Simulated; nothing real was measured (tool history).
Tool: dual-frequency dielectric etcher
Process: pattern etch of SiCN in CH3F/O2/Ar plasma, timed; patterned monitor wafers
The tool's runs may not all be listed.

| run | hour | source power (kW) | bias power (kW) | etch time (s) | mean etch depth across the wafer (angstrom) |
|---|---|---|---|---|---|
| 1 | 0 | 0.43 | 0.094 | 50.5 | 223.59 |
| 2 | 8.4 | 0.45 | 0.097 | 50.5 | 230.39 |
| 3 | 11.7 | 0.47 | 0.099 | 50.5 | 237.19 |
| 4 | 17.8 | 0.43 | 0.099 | 50.5 | 227.97 |
| 5 | 22.1 | 0.45 | 0.101 | 50.5 | 234.7 |
| 6 | 26.1 | 0.47 | 0.102 | 50.5 | 239.94 |
| 7 | 33.8 | 0.49 | 0.103 | 50.5 | 246.75 |
| 8 | 38.4 | 0.5 | 0.103 | 50.5 | 251.77 |
| 9 | 39.6 | 0.51 | 0.103 | 50.5 | 251.28 |
| 10 | 43.2 | 0.52 | 0.104 | 50.5 | 254.68 |
| 11 | 50.8 | 0.53 | 0.105 | 50.5 | 261.92 |
| 12 | 52.7 | 0.54 | 0.105 | 50.5 | 259.6 |
| 13 | 58.4 | 0.55 | 0.106 | 50.5 | 266.64 |
| 14 | 67 | 0.56 | 0.106 | 50.5 | 267.72 |

Forecast run 15:
| 15 | 68.3 | 0.57 | 0.106 | 50.5 | ? |

{"run 15": {"mean etch depth across the wafer (angstrom)": 271.4}}

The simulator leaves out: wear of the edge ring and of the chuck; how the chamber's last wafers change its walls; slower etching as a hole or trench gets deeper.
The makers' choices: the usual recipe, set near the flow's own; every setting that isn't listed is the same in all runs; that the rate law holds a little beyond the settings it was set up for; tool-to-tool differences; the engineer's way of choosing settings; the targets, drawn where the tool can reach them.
